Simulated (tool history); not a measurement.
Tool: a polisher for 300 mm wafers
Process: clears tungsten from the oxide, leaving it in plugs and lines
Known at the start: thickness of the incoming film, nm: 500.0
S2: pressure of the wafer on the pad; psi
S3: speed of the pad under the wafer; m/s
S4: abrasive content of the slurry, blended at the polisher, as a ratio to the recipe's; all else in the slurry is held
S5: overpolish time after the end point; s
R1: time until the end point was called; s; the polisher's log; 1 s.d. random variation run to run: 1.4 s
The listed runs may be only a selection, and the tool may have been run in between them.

{"run": 1, "hour": 0.0, "flow of slurry (ml/min)": 155, "S2": 4.1, "S3": 1.12, "S4": 1.0, "S5": 5, "R1": 101.0}
{"run": 2, "hour": 4.2, "flow of slurry (ml/min)": 140, "S2": 4.1, "S3": 1.12, "S4": 1.0, "S5": 5, "R1": 102.7}
{"run": 3, "hour": 9.3, "flow of slurry (ml/min)": 140, "S2": 4.3, "S3": 1.12, "S4": 1.0, "S5": 5, "R1": 100.76}
{"run": 4, "hour": 17.0, "flow of slurry (ml/min)": 140, "S2": 4.3, "S3": 1.12, "S4": 1.2, "S5": 5, "R1": 98.564}
{"run": 5, "hour": 25.3, "flow of slurry (ml/min)": 140, "S2": 4.3, "S3": 1.12, "S4": 1.2, "S5": 4, "R1": 97.956}
{"run": 6, "hour": 29.8, "flow of slurry (ml/min)": 140, "S2": 4.5, "S3": 1.12, "S4": 1.2, "S5": 4, "R1": 93.643}
{"run": 7, "hour": 37.0, "flow of slurry (ml/min)": 140, "S2": 4.6, "S3": 1.12, "S4": 1.2, "S5": 4, "R1": 93.636}

Run 8 comes next. What will it give?
{"run": 8, "hour": 46.0, "flow of slurry (ml/min)": 140, "S2": 4.8, "S3": 1.14, "S4": 1.2, "S5": 4, "R1": "?"}

R1: 88.067 s

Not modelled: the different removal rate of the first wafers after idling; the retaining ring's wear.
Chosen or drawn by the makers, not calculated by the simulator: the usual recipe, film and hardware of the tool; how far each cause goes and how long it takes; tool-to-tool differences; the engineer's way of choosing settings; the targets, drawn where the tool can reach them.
